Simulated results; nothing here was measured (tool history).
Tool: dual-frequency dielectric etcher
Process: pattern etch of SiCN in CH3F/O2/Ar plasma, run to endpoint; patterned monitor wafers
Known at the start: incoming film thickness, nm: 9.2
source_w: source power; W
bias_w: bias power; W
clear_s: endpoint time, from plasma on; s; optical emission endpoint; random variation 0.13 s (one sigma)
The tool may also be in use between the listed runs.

Run 1, hour 0: source_w 430 W, bias_w 56 W. Result: clear_s 25.402 s.
Run 2, hour 6.1: source_w 370 W, bias_w 56 W. Result: clear_s 27.689 s.
Run 3, hour 14.3: source_w 370 W, bias_w 66 W. Result: clear_s 26.264 s.
Run 4, hour 16.8: source_w 290 W, bias_w 66 W. Result: clear_s 30.896 s.
At hour 25: wet clean of the chamber.
Run 5, hour 25: source_w 250 W, bias_w 66 W. Result: clear_s 35.009 s.
Run 6, hour 28.2: source_w 250 W, bias_w 59 W. Result: clear_s 36.835 s.

The next listed run, before its measurement:
Run 7, hour 34.5: source_w 300 W, bias_w 59 W. Result: clear_s ?.

clear_s: 30.626 s

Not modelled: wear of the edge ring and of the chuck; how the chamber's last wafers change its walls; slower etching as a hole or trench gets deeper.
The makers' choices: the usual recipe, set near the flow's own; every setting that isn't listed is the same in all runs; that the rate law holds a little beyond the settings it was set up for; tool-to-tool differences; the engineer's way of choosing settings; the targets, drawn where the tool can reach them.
